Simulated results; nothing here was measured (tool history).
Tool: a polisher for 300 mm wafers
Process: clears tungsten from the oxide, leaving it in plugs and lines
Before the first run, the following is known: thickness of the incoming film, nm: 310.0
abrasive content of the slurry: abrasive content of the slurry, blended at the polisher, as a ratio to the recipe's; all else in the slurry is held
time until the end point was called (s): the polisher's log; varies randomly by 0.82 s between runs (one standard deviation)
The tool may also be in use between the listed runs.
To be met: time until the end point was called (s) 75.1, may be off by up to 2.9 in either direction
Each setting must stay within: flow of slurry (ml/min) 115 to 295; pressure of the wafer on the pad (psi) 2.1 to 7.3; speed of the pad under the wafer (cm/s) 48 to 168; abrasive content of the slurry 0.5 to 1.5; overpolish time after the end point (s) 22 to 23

run  hour  flow of slurry (ml/min)  pressure of the wafer on the pad (psi)  speed of the pad under the wafer (cm/s)  abrasive content of the slurry  overpolish time after the end point (s)  time until the end point was called (s)
  1     0                      190                                     4.7                                      108                               1                                       22                                   56.248
  2   8.7                      190                                     4.6                                      108                               1                                       22                                    56.58
  3    16                      190                                     4.5                                      108                               1                                       22                                   57.202
  4  18.3                      190                                     4.1                                      108                               1                                       22                                   63.564
  5  27.2                      190                                       4                                      108                               1                                       22                                   64.641
  6  35.6                      190                                       4                                      108                               1                                       23                                   64.433
  7  39.7                      190                                       4                                      108                               1                                       23                                   66.023
  8  43.8                      190                                     3.9                                      108                               1                                       23                                   66.384

Next run, 5 choices. One meets every target within its allowed miss, the rest don't. Which?
  A  47.9                      230                                     4.2                                       90                             1.2                                       22                                        ?
  B  47.9                      130                                     4.4                                       88                               1                                       22                                        ?
  C  47.9                      200                                     3.7                                      130                            1.05                                       22                                        ?
  D  47.9                      210                                     3.8                                       86                             0.7                                       22                                        ?
  E  47.9                      150                                     3.6                                       98                            0.85                                       22                                        ?

move  time until the end point was called (s)
   A                                   67.038
   B                                   73.893
   C                                   59.012
   D                                   83.181
   E                                   81.923
A: nearer than the last run, and not there yet
B: all results in spec
C: further off than the last run
D: moves the result that the last run missed by most past its target, out the other side
E: moves the result that the last run missed by most past its target, out the other side
Move B is the one to make.
